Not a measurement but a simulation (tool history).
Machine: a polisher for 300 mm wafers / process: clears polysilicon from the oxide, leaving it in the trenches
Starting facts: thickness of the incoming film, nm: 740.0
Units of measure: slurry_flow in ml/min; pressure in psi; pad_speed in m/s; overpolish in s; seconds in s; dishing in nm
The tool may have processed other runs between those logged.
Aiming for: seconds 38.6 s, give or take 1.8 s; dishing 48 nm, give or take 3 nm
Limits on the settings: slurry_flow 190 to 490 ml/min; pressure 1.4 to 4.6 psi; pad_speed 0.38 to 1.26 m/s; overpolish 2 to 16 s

Run 1, hour 0: slurry_flow 315 ml/min, pressure 3 psi, pad_speed 0.82 m/s, overpolish 8 s. Result: seconds 61.87 s, dishing 43.733 nm.
Run 2, hour 3.3: slurry_flow 270 ml/min, pressure 3 psi, pad_speed 0.82 m/s, overpolish 8 s. Result: seconds 63.534 s, dishing 42.617 nm.
Run 3, hour 7.2: slurry_flow 275 ml/min, pressure 3.5 psi, pad_speed 0.84 m/s, overpolish 8 s. Result: seconds 54.852 s, dishing 45.51 nm.
Run 4, hour 11.7: slurry_flow 275 ml/min, pressure 3.5 psi, pad_speed 0.84 m/s, overpolish 11 s. Result: seconds 55.247 s, dishing 47.022 nm.
Run 5, hour 13.9: slurry_flow 275 ml/min, pressure 3.9 psi, pad_speed 0.86 m/s, overpolish 9 s. Result: seconds 45.918 s, dishing 45.959 nm.
Run 6, hour 21.6: slurry_flow 215 ml/min, pressure 3.9 psi, pad_speed 0.86 m/s, overpolish 9 s. Result: seconds 49.147 s, dishing 45.617 nm.
Run 7, hour 27.6: slurry_flow 250 ml/min, pressure 4.1 psi, pad_speed 0.86 m/s, overpolish 9 s. Result: seconds 46.363 s, dishing 46.507 nm.
Run 8, hour 29.6: slurry_flow 265 ml/min, pressure 4.3 psi, pad_speed 0.86 m/s, overpolish 9 s. Result: seconds 43.864 s, dishing 48.041 nm.
Run 9, hour 33.6: slurry_flow 265 ml/min, pressure 4.4 psi, pad_speed 0.88 m/s, overpolish 8 s. Result: seconds 41.241 s, dishing 47.876 nm.
Run 10, hour 37.7: slurry_flow 265 ml/min, pressure 4.5 psi, pad_speed 0.88 m/s, overpolish 8 s. Result: seconds 40.448 s, dishing 47.838 nm.

Exercise: of the 5 proposed moves below, exactly one satisfies all targets within the stated allowed misses. Which move is it?
Run A, hour 41.8: slurry_flow 275 ml/min, pressure 4.3 psi, pad_speed 0.88 m/s, overpolish 9 s. Result: seconds ?, dishing ?.
Run B, hour 41.8: slurry_flow 235 ml/min, pressure 3.9 psi, pad_speed 0.94 m/s, overpolish 10 s. Result: seconds ?, dishing ?.
Run C, hour 41.8: slurry_flow 260 ml/min, pressure 3.3 psi, pad_speed 1.16 m/s, overpolish 12 s. Result: seconds ?, dishing ?.
Run D, hour 41.8: slurry_flow 245 ml/min, pressure 4.6 psi, pad_speed 0.82 m/s, overpolish 7 s. Result: seconds ?, dishing ?.
Run E, hour 41.8: slurry_flow 360 ml/min, pressure 4.1 psi, pad_speed 1 m/s, overpolish 16 s. Result: seconds ?, dishing ?.

move  seconds  dishing
   A   41.712   45.787
   B   43.795   46.065
   C   41.347   46.851
   D   42.419   43.885
   E   37.605   47.266
A: the biggest miss grows against the last run
B: the biggest miss grows against the last run
C: the biggest miss grows against the last run
D: the biggest miss grows against the last run
E: in spec on every target
Correct choice: E, which meets every target
